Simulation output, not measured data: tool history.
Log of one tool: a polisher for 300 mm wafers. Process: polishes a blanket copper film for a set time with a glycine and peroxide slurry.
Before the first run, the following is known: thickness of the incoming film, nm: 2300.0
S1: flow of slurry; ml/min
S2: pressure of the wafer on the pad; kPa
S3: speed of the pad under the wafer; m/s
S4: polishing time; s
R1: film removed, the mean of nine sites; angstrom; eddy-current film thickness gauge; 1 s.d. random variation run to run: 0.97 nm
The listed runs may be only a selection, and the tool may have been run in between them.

Run 1, hour 0: S1 235 ml/min, S2 20.7 kPa, S3 0.86 m/s, S4 29 s. Result: R1 1266.2 angstrom.
Run 2, hour 3: S1 190 ml/min, S2 20.7 kPa, S3 0.86 m/s, S4 29 s. Result: R1 1219.4 angstrom.
Run 3, hour 6.8: S1 230 ml/min, S2 20.7 kPa, S3 0.86 m/s, S4 29 s. Result: R1 1270.3 angstrom.
Run 4, hour 10.4: S1 225 ml/min, S2 19.3 kPa, S3 0.86 m/s, S4 29 s. Result: R1 1205.2 angstrom.
Run 5, hour 14.3: S1 220 ml/min, S2 17.9 kPa, S3 0.86 m/s, S4 29 s. Result: R1 1176.7 angstrom.
Run 6, hour 19: S1 220 ml/min, S2 17.9 kPa, S3 0.66 m/s, S4 29 s. Result: R1 962.78 angstrom.
Run 7, hour 20: S1 220 ml/min, S2 17.2 kPa, S3 0.66 m/s, S4 29 s. Result: R1 959.08 angstrom.

Run 8 comes next. What will it give?
Run 8, hour 29: S1 220 ml/min, S2 16.5 kPa, S3 0.66 m/s, S4 29 s. Result: R1 ?.

R1: 940.17 angstrom
